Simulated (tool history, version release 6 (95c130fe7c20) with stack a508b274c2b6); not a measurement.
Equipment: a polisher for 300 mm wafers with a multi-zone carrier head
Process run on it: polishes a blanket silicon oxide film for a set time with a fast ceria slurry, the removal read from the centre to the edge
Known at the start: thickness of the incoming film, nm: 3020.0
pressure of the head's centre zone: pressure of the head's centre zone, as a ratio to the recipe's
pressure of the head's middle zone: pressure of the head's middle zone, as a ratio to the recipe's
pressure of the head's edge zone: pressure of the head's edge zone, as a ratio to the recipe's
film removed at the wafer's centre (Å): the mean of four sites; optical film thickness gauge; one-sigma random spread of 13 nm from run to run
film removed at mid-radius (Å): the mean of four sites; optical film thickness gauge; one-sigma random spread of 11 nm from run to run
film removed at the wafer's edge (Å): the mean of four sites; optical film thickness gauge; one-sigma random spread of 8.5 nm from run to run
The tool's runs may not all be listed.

run	hour	flow of slurry (ml/min)	pressure of the head's centre zone	pressure of the head's middle zone	pressure of the head's edge zone	polishing time (s)	film removed at the wafer's centre (Å)	film removed at mid-radius (Å)	film removed at the wafer's edge (Å)
1	0.0	250	1.00	1.00	1.00	61	10166.0	10122.0	10155.0
2	0.6	225	1.00	1.00	1.00	61	9945.2	10118.0	10191.0
3	7.6	225	1.00	1.00	1.06	61	9951.5	10080.0	10409.0
4	9.7	225	1.00	1.00	1.06	47	7718.0	7679.1	7924.0
5	11.7	255	1.00	1.00	1.06	47	7782.6	7888.7	7961.2
6	20.5	255	1.00	1.00	1.10	47	7769.1	7891.5	8081.2
7	29.0	265	1.06	1.04	1.10	54	9645.0	9296.8	9313.2
8	34.2	275	1.09	1.09	1.11	58	10496.0	10551.0	9964.5
9	42.8	285	1.12	1.11	1.12	61	11398.0	11066.0	10649.0
10	44.7	300	1.14	1.14	1.12	63	11921.0	11953.0	11013.0

Run 11 comes next. What will it give?
11	52.8	310	1.16	1.15	1.12	65	?	?	?

{"run 11": {"film removed at the wafer's centre (Å)": 12437.0, "film removed at mid-radius (Å)": 12253.0, "film removed at the wafer's edge (Å)": 11576.0}}
